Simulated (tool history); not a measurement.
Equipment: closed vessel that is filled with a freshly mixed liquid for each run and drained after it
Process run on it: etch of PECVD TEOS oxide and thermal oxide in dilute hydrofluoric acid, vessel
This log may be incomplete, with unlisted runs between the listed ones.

run  hour  temperature setpoint of the liquid (°C)  parts of water to one part of 49 % hydrofluoric acid (parts by volume)  time in the liquid (s)  thickness taken off the PECVD TEOS oxide on a monitor wafer (angstrom)  thickness taken off the thermal oxide on a monitor wafer (angstrom)
  1   0.0                                     26.0                                                                     225                     880                                                                  311.62                                                               137.74
  2   4.7                                     24.5                                                                     225                     880                                                                  296.22                                                               129.56
  3   8.7                                     27.5                                                                     225                     880                                                                  327.71                                                               145.03
  4  16.7                                     27.5                                                                     185                     880                                                                  420.52                                                               183.66
  5  20.1                                     24.5                                                                     190                     880                                                                  363.16                                                               159.88
  6  23.2                                     24.5                                                                     115                     880                                                                  656.61                                                               294.11
  7  31.2                                     22.5                                                                     145                     880                                                                  465.76                                                               206.45

Run 8 has not been measured yet. What should we expect?
  8  38.2                                     21.0                                                                     160                     880                                                                       ?                                                                    ?

Run 8 came out at thickness taken off the PECVD TEOS oxide on a monitor wafer (angstrom) 390.94, thickness taken off the thermal oxide on a monitor wafer (angstrom) 172.91.
